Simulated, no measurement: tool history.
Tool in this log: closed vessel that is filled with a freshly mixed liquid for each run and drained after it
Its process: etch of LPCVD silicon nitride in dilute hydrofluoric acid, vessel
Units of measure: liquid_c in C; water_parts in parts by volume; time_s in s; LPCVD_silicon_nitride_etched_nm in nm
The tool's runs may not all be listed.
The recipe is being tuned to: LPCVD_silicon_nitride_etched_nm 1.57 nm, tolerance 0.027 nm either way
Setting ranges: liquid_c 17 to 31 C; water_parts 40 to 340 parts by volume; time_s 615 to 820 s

run,hour,liquid_c,water_parts,time_s,LPCVD_silicon_nitride_etched_nm
1,0,23,190,820,2.3572
2,8.5,21,190,820,2.0515
3,16.7,19.5,190,820,1.8772
4,23.4,18.5,190,820,1.7558
5,32.6,20,190,820,1.9383
6,39,20,190,615,1.4632
7,47.4,20.5,190,615,1.5067
8,49.2,21.5,190,615,1.6014

Below are 4 possible settings for the next run. Only one of them brings all results inside the allowed miss of their targets. Which is it?
A,51,20,170,630,?
B,51,19.5,215,775,?
C,51,20.5,220,785,?
D,51,17.5,180,785,?

move,LPCVD_silicon_nitride_etched_nm
A,1.6624
B,1.5753
C,1.6656
D,1.6579
A: lands further from the targets than the last run did
B: meets every target
C: lands further from the targets than the last run did
D: lands further from the targets than the last run did
The move that meets every target is B.

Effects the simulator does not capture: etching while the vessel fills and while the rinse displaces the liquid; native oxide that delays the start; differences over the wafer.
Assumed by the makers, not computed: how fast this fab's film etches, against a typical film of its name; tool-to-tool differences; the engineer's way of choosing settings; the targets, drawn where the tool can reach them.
